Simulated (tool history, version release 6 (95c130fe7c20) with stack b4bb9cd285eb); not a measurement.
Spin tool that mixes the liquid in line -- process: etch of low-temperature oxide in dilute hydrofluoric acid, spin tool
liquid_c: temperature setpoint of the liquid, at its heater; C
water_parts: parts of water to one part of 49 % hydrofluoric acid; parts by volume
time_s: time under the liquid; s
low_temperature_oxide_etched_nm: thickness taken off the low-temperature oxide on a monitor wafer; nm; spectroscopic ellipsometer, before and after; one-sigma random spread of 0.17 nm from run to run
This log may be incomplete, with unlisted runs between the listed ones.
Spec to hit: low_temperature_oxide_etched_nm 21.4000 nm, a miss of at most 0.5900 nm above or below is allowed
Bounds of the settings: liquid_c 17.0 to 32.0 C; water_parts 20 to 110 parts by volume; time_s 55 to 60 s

run  hour  liquid_c  water_parts  time_s  low_temperature_oxide_etched_nm
  1   0.0      24.0           60      55                          10.5100
  2   6.1      24.0           70      55                           9.1403
  3   7.8      26.0           60      55                          11.4710
  4  10.2      26.0           60      60                          12.4960
  5  12.3      26.0           60      55                          11.5990
  6  15.7      29.0           60      55                          12.8540
  7  19.6      32.0           35      55                          25.8200
  8  22.7      31.0           35      55                          25.0300
  9  23.4      30.0           35      55                          23.9980
 10  29.5      29.0           35      55                          23.0380
 11  30.4      28.5           35      55                          22.7410
 12  31.0      28.0           35      55                          22.1650

4 next moves are on the table. One of them brings every result within its allowed miss. Which?
  A  31.6      30.5           40      60                                ?
  B  31.6      29.0           35      55                                ?
  C  31.6      27.0           35      60                                ?
  D  31.6      30.5           40      55                                ?

move  low_temperature_oxide_etched_nm
   A                          23.4360
   B                          23.3100
   C                          23.4540
   D                          21.4830
A: moves away from the targets compared with the last run
B: moves away from the targets compared with the last run
C: moves away from the targets compared with the last run
D: hits every target within its allowed miss
D is the move that brings every result within its allowed miss.
